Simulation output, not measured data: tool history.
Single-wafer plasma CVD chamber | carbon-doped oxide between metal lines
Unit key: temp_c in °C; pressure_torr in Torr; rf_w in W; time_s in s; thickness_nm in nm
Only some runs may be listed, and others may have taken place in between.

run 1 day=0 | temp_c=350 pressure_torr=4.17 rf_w=485 time_s=20.2 | thickness_nm=100.6
run 2 day=0.167 | temp_c=343 pressure_torr=4.17 rf_w=485 time_s=20.2 | thickness_nm=102.98
run 3 day=0.462 | temp_c=343 pressure_torr=4.58 rf_w=485 time_s=20.2 | thickness_nm=103.4
run 4 day=0.638 | temp_c=349 pressure_torr=4.58 rf_w=485 time_s=20.2 | thickness_nm=102.54
run 5 day=0.946 | temp_c=349 pressure_torr=5.1 rf_w=485 time_s=20.2 | thickness_nm=103.62
run 6 day=1.042 | temp_c=349 pressure_torr=5.1 rf_w=485 time_s=20.2 | thickness_nm=104.66
run 7 day=1.283 | temp_c=354 pressure_torr=4.65 rf_w=450 time_s=20 | thickness_nm=93.56
run 8 day=1.558 | temp_c=355 pressure_torr=4.52 rf_w=425 time_s=19.9 | thickness_nm=87.757

The next listed run, before its measurement:
run 9 day=1.792 | temp_c=356 pressure_torr=4.39 rf_w=405 time_s=19.8 | thickness_nm=?

Run 9 measured thickness_nm 82.235 nm.
